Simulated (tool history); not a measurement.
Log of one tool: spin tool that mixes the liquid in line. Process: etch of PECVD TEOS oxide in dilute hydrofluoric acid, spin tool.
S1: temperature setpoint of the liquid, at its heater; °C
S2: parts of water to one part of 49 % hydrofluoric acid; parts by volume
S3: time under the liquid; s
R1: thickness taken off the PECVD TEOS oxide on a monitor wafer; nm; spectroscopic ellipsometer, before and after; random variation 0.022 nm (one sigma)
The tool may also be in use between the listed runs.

| run | hour | S1 | S2 | S3 | R1 |
|---|---|---|---|---|---|
| 1 | 0.0 | 26.0 | 165 | 75 | 6.6949 |
| 2 | 4.2 | 26.0 | 195 | 75 | 5.4859 |
| 3 | 9.6 | 26.0 | 195 | 80 | 5.8897 |
| 4 | 16.4 | 23.5 | 195 | 80 | 5.3775 |
| 5 | 21.1 | 27.0 | 195 | 80 | 6.0768 |
| 6 | 27.0 | 27.0 | 140 | 80 | 9.0827 |
| 7 | 31.2 | 25.5 | 150 | 80 | 7.8576 |
| 8 | 32.8 | 24.5 | 155 | 80 | 7.3525 |
| 9 | 36.6 | 24.5 | 155 | 80 | 7.3192 |
| 10 | 40.0 | 23.5 | 160 | 80 | 6.7598 |
| 11 | 47.4 | 23.5 | 160 | 80 | 6.8021 |
| 12 | 54.7 | 22.5 | 165 | 80 | 6.3209 |

Forecast run 13:
| 13 | 61.0 | 22.0 | 170 | 80 | ? |

R1: 5.9320 nm
